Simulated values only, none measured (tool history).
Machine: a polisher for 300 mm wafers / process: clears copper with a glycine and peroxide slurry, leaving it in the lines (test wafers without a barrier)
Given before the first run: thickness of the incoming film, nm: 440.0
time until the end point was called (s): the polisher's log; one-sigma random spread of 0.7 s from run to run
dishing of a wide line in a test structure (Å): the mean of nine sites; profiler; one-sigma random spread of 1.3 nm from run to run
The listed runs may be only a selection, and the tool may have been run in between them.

| run | day | flow of slurry (ml/min) | pressure of the wafer on the pad (psi) | speed of the pad under the wafer (cm/s) | overpolish time after the end point (s) | time until the end point was called (s) | dishing of a wide line in a test structure (Å) |
|---|---|---|---|---|---|---|---|
| 1 | 0.000 | 180 | 3.2 | 118 | 18 | 67.336 | 504.78 |
| 2 | 0.375 | 180 | 3.2 | 118 | 21 | 65.355 | 528.36 |
| 3 | 0.488 | 180 | 3.2 | 134 | 21 | 60.830 | 540.85 |
| 4 | 0.700 | 180 | 3.6 | 134 | 21 | 53.135 | 572.89 |
| 5 | 0.975 | 205 | 3.6 | 134 | 21 | 54.266 | 580.47 |
|  | 1.012 | worn pad replaced by a new one |
| 6 | 1.012 | 240 | 3.6 | 134 | 21 | 46.967 | 593.03 |
| 7 | 1.338 | 245 | 3.6 | 134 | 21 | 47.491 | 587.03 |

Run 8 is up next; what results do you expect?
| 8 | 1.554 | 255 | 3.9 | 136 | 20 | ? | ? |

Run 8 produced time until the end point was called (s) 42.440, dishing of a wide line in a test structure (Å) 590.26.
